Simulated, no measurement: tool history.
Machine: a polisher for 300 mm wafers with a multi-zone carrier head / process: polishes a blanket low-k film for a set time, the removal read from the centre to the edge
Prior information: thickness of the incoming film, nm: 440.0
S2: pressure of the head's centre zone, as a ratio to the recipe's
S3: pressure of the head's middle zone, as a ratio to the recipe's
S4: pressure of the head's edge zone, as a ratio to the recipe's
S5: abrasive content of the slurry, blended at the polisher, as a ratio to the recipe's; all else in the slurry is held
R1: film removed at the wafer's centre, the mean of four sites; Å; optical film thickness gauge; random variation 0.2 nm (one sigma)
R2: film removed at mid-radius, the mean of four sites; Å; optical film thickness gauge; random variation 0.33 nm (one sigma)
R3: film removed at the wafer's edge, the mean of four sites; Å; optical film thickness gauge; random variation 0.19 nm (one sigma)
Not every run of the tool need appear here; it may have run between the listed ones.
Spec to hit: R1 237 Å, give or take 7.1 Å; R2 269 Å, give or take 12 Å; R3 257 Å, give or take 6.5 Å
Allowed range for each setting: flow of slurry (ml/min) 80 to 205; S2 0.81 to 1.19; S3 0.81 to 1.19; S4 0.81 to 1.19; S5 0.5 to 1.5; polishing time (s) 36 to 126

run 1 hour=0 | flow_of_slurry_(ml/min)=135 S2=1 S3=1 S4=1 S5=1 polishing_time_(s)=81 | R1=206.95 R2=223.63 R3=217.6
run 2 hour=0.7 | flow_of_slurry_(ml/min)=135 S2=1.06 S3=1 S4=1 S5=1 polishing_time_(s)=81 | R1=218.3 R2=220.84 R3=214.89
run 3 hour=5.7 | flow_of_slurry_(ml/min)=135 S2=1.12 S3=1 S4=1 S5=1 polishing_time_(s)=81 | R1=227.64 R2=223.24 R3=215.22
run 4 hour=10.1 | flow_of_slurry_(ml/min)=155 S2=1.12 S3=1 S4=1 S5=1 polishing_time_(s)=81 | R1=241.55 R2=226.55 R3=217.82
run 5 hour=14 | flow_of_slurry_(ml/min)=155 S2=1.1 S3=1.02 S4=1.03 S5=1.05 polishing_time_(s)=81 | R1=236.38 R2=231.3 R3=227.44
run 6 hour=21.8 | flow_of_slurry_(ml/min)=155 S2=1.1 S3=1.02 S4=1.03 S5=0.95 polishing_time_(s)=81 | R1=227.2 R2=222.24 R3=219.11
run 7 hour=22.7 | flow_of_slurry_(ml/min)=160 S2=1.09 S3=1.05 S4=1.05 S5=1 polishing_time_(s)=81 | R1=231.14 R2=235.27 R3=223.24
run 8 hour=26.4 | flow_of_slurry_(ml/min)=165 S2=1.07 S3=1.06 S4=1.07 S5=1.05 polishing_time_(s)=81 | R1=232.27 R2=240.93 R3=232.05

Next run, 4 choices. One meets every target within its allowed miss, the rest don't. Which?
run A hour=30.1 | flow_of_slurry_(ml/min)=150 S2=1 S3=1.02 S4=1.09 S5=1.1 polishing_time_(s)=84 | R1=? R2=? R3=?
run B hour=30.1 | flow_of_slurry_(ml/min)=165 S2=1.19 S3=1.06 S4=0.96 S5=1 polishing_time_(s)=74 | R1=? R2=? R3=?
run C hour=30.1 | flow_of_slurry_(ml/min)=165 S2=0.98 S3=1.05 S4=1.05 S5=1 polishing_time_(s)=91 | R1=? R2=? R3=?
run D hour=30.1 | flow_of_slurry_(ml/min)=135 S2=0.92 S3=1.19 S4=1.11 S5=1.05 polishing_time_(s)=92 | R1=? R2=? R3=?

move=A R1=228.05 R2=245.5 R3=244.29
move=B R1=235.95 R2=217.99 R3=197.89
move=C R1=238.61 R2=266.64 R3=254.16
move=D R1=221.02 R2=287.83 R3=261.42
A: nearer than the last run, and not there yet
B: lands further from the targets than the last run did
C: every result lands within tolerance
D: gets the furthest-off result to its target, but another result is out of tolerance
C meets every target.

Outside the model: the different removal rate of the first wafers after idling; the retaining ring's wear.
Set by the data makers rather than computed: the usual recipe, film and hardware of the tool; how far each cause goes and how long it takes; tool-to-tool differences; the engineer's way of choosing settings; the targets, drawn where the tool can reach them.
